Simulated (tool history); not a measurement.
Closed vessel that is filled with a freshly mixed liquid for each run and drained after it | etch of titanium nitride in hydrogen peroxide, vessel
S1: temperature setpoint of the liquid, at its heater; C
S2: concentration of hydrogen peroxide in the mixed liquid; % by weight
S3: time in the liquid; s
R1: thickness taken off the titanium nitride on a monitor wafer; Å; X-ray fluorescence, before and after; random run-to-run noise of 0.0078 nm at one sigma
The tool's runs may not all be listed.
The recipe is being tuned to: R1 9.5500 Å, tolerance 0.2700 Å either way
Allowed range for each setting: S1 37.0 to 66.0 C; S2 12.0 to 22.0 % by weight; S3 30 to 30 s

run	hour	S1	S2	S3	R1
1	0.0	53.0	15.0	30	12.3770
2	5.7	53.0	17.5	30	12.8190
3	8.6	53.0	17.5	30	12.9250
4	14.3	53.0	19.5	30	13.0950
5	18.9	53.0	20.5	30	13.0790
6	25.1	59.5	20.5	30	20.7080
7	25.9	58.0	20.5	30	18.8520
8	33.9	57.0	20.5	30	17.7600
# hour 42.5: peroxide flow meter replaced
9	42.5	56.0	20.5	30	16.1460
10	50.1	55.0	20.5	30	14.8550
11	55.3	54.0	20.5	30	14.3490
12	63.6	53.0	20.5	30	13.1170
13	65.1	52.5	20.5	30	12.8480

4 candidate next runs follow, results not yet known. Just one meets every target within its allowed miss. Identify it.
A	66.6	58.5	22.0	30	?
B	66.6	59.0	21.0	30	?
C	66.6	48.0	19.5	30	?
D	66.6	48.5	21.5	30	?

move	R1
A	19.7180
B	20.2020
C	9.1342
D	9.6745
A: lands further from the targets than the last run did
B: lands further from the targets than the last run did
C: takes the biggest miss from the last run beyond its target
D: all results land within tolerance of their targets
D is the move that brings every result within its allowed miss.
